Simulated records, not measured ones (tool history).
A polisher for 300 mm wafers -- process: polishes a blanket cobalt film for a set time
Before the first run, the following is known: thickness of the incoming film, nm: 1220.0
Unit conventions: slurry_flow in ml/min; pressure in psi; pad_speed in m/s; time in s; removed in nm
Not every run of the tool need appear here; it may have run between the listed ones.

Run 1, hour 0: slurry_flow 175 ml/min, pressure 2.3 psi, pad_speed 1.14 m/s, time 81 s. Result: removed 441.25 nm.
Run 2, hour 6.5: slurry_flow 175 ml/min, pressure 2.2 psi, pad_speed 1.14 m/s, time 81 s. Result: removed 422.11 nm.
Run 3, hour 12.2: slurry_flow 155 ml/min, pressure 2.2 psi, pad_speed 1.14 m/s, time 81 s. Result: removed 419.98 nm.
Run 4, hour 16.6: slurry_flow 155 ml/min, pressure 2.2 psi, pad_speed 1.02 m/s, time 81 s. Result: removed 374.55 nm.
Run 5, hour 20.1: slurry_flow 155 ml/min, pressure 2.2 psi, pad_speed 1.3 m/s, time 81 s. Result: removed 468.33 nm.
Run 6, hour 25.7: slurry_flow 155 ml/min, pressure 2.1 psi, pad_speed 1.3 m/s, time 81 s. Result: removed 458.56 nm.
Run 7, hour 29.1: slurry_flow 155 ml/min, pressure 2 psi, pad_speed 1.3 m/s, time 81 s. Result: removed 437.88 nm.
Run 8, hour 34.6: slurry_flow 155 ml/min, pressure 1.9 psi, pad_speed 1.3 m/s, time 81 s. Result: removed 423.15 nm.
Run 9, hour 40.8: slurry_flow 155 ml/min, pressure 1.8 psi, pad_speed 1.3 m/s, time 81 s. Result: removed 397.6 nm.
Run 10, hour 42.7: slurry_flow 155 ml/min, pressure 1.7 psi, pad_speed 1.3 m/s, time 81 s. Result: removed 371.46 nm.

Run 11 has not been measured yet. What should we expect?
Run 11, hour 49.2: slurry_flow 155 ml/min, pressure 1.6 psi, pad_speed 1.3 m/s, time 81 s. Result: removed ?.

removed: 356.04 nm
